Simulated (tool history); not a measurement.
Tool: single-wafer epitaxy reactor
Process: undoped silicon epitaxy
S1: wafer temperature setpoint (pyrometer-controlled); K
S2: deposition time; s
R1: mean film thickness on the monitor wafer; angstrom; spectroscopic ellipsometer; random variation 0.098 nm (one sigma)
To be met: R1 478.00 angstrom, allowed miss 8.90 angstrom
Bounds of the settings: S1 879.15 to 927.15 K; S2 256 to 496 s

run,hour,S1,S2,R1
1,0.0,903.15,376,365.88
2,8.0,907.15,376,396.22
3,11.1,912.15,376,438.55
4,17.9,913.15,376,447.85
5,21.4,914.15,376,458.69
6,23.2,914.15,336,407.41
7,29.0,916.15,336,423.91
8,35.7,918.15,336,441.22
# hour 41.5: pyrometer calibrated
9,41.5,919.15,336,495.36

4 next moves are on the table. One of them brings every result within its allowed miss. Which?
A,47.3,918.15,365,?
B,47.3,925.15,320,?
C,47.3,918.15,332,?
D,47.3,919.15,357,?

move,R1
A,526.29
B,529.02
C,478.71
D,524.97
A: further off than the last run
B: further off than the last run
C: meets every target
D: further off than the last run
Move C is the one to make.
